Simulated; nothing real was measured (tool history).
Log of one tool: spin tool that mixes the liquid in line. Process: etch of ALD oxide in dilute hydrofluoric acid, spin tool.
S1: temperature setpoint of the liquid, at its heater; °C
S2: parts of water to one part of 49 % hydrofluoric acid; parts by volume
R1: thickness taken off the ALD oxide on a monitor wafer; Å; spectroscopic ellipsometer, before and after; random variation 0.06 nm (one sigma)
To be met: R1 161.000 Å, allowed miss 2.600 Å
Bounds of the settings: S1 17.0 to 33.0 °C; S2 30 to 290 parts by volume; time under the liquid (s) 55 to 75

Run 1, hour 0.0: S1 25.0 °C, S2 160 parts by volume, time under the liquid (s) 75. Result: R1 69.945 Å.
Run 2, hour 5.6: S1 26.5 °C, S2 145 parts by volume, time under the liquid (s) 75. Result: R1 83.170 Å.
Run 3, hour 10.6: S1 26.5 °C, S2 145 parts by volume, time under the liquid (s) 75. Result: R1 82.714 Å.
Run 4, hour 17.3: S1 28.5 °C, S2 145 parts by volume, time under the liquid (s) 75. Result: R1 88.933 Å.
Run 5, hour 25.7: S1 28.5 °C, S2 185 parts by volume, time under the liquid (s) 75. Result: R1 66.257 Å.
Run 6, hour 32.2: S1 29.5 °C, S2 165 parts by volume, time under the liquid (s) 75. Result: R1 79.357 Å.
Run 7, hour 32.8: S1 30.0 °C, S2 150 parts by volume, time under the liquid (s) 75. Result: R1 90.839 Å.
Run 8, hour 34.8: S1 30.5 °C, S2 140 parts by volume, time under the liquid (s) 75. Result: R1 100.380 Å.

4 next moves are on the table. One of them brings every result within its allowed miss. Which?
Run A, hour 36.8: S1 30.0 °C, S2 105 parts by volume, time under the liquid (s) 75. Result: R1 ?.
Run B, hour 36.8: S1 27.5 °C, S2 105 parts by volume, time under the liquid (s) 75. Result: R1 ?.
Run C, hour 36.8: S1 27.5 °C, S2 80 parts by volume, time under the liquid (s) 75. Result: R1 ?.
Run D, hour 36.8: S1 29.5 °C, S2 90 parts by volume, time under the liquid (s) 75. Result: R1 ?.

move       R1
   A  136.260
   B  123.980
   C  168.310
   D  159.340
A: nearer than the last run, and not there yet
B: nearer than the last run, and not there yet
C: takes the result that was furthest off past its target
D: meets every target
Answer: D
